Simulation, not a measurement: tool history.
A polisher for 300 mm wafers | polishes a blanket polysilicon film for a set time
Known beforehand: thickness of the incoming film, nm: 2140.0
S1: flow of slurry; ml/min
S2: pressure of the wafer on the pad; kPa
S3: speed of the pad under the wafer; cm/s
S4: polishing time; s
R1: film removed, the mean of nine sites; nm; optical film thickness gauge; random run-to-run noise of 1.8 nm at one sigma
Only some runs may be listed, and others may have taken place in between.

{"run": 1, "day": 0.0, "S1": 190, "S2": 18.6, "S3": 94, "S4": 42, "R1": 307.2}
{"run": 2, "day": 0.35, "S1": 190, "S2": 22.1, "S3": 94, "S4": 42, "R1": 360.92}
{"run": 3, "day": 0.538, "S1": 170, "S2": 22.1, "S3": 94, "S4": 42, "R1": 359.48}
{"run": 4, "day": 0.725, "S1": 170, "S2": 19.3, "S3": 94, "S4": 42, "R1": 314.37}
{"run": 5, "day": 0.846, "S1": 170, "S2": 17.2, "S3": 94, "S4": 42, "R1": 284.88}
{"run": 6, "day": 1.038, "S1": 170, "S2": 15.9, "S3": 94, "S4": 42, "R1": 264.35}

The next listed run, before its measurement:
{"run": 7, "day": 1.275, "S1": 170, "S2": 15.2, "S3": 94, "S4": 42, "R1": "?"}

Run 7 produced R1 251.03 nm.
